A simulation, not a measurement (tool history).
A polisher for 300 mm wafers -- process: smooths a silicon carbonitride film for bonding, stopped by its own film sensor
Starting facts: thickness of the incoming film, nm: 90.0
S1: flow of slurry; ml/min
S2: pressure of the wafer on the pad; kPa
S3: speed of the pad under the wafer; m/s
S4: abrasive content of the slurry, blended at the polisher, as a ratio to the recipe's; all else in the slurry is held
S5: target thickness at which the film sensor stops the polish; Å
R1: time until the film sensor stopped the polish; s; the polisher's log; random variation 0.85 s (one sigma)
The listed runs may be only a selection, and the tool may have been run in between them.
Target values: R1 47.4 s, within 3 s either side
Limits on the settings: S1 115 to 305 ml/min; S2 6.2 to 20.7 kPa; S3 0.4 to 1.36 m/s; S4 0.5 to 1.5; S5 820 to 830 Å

run  hour   S1    S2    S3  S4   S5      R1
  1     0  195  13.1  0.88   1  820  33.895
  2   8.2  195  12.4  0.86   1  820  36.674
  3  11.2  195  11.7  0.86   1  820  38.906
  4  18.8  195  11.7  0.86   1  830   33.94
  5  20.1  155  11.7  0.86   1  830  34.401
  6  22.7  155  13.8  0.86   1  830  28.939
  7  31.4  155  12.4  0.84   1  830  33.489
  8  34.8  155  11.7  0.82   1  830   34.97
  9  38.9  155    11   0.8   1  830  37.964
 10  44.6  155  10.3   0.8   1  830  39.563
 11  47.8  155   9.7   0.8   1  830  43.006

Of the 4 settings listed for the next run, only one would bring every result within its allowed miss of target. Which one?
  A    51  180  8.3  0.86  0.85  820   ?
  B    51  115   11  0.54  1.05  820   ?
  C    51  130    9   0.8     1  830   ?
  D    51  145    9  0.86   0.8  820   ?

move      R1
   A  58.018
   B  55.789
   C  48.537
   D  56.899
A: takes the biggest miss from the last run beyond its target
B: takes the biggest miss from the last run beyond its target
C: hits every target within its allowed miss
D: takes the biggest miss from the last run beyond its target
The move that meets every target is C.
